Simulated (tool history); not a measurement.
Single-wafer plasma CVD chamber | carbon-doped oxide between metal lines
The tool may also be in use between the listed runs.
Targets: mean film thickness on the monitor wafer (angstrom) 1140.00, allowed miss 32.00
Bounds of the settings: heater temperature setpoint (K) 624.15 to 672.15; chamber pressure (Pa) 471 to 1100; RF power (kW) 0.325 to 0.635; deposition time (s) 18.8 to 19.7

run  hour  heater temperature setpoint (K)  chamber pressure (Pa)  RF power (kW)  deposition time (s)  mean film thickness on the monitor wafer (angstrom)
  1   0.0                           648.15                    785          0.480                 19.7                                               974.80
  2   1.8                           648.15                    785          0.510                 19.7                                              1025.70
  3   8.7                           654.15                    785          0.510                 19.7                                              1012.90
  4  14.9                           654.15                    785          0.510                 19.7                                              1014.40
  5  18.6                           654.15                    649          0.510                 19.7                                               980.69
  6  21.4                           654.15                    683          0.525                 19.7                                              1007.70
  7  27.9                           654.15                    712          0.535                 19.7                                              1044.80
  8  31.8                           654.15                    733          0.540                 19.7                                              1055.60
  9  37.1                           654.15                    753          0.545                 19.7                                              1074.30
 10  40.2                           654.15                    771          0.550                 19.7                                              1085.50
 11  43.8                           654.15                    785          0.555                 19.7                                              1083.30

Which of these 5 next moves meets every target?
  A  47.4                           657.15                    736          0.590                 19.7                                                    ?
  B  47.4                           672.15                    675          0.580                 18.8                                                    ?
  C  47.4                           652.15                    719          0.520                 18.8                                                    ?
  D  47.4                           641.15                    680          0.540                 19.7                                                    ?
  E  47.4                           655.15                    753          0.565                 18.8                                                    ?

move  mean film thickness on the monitor wafer (angstrom)
   A                                              1140.20
   B                                              1031.20
   C                                               986.41
   D                                              1078.20
   E                                              1059.10
A: meets every target
B: further off than the last run
C: further off than the last run
D: further off than the last run
E: further off than the last run
Move A is the one to make.

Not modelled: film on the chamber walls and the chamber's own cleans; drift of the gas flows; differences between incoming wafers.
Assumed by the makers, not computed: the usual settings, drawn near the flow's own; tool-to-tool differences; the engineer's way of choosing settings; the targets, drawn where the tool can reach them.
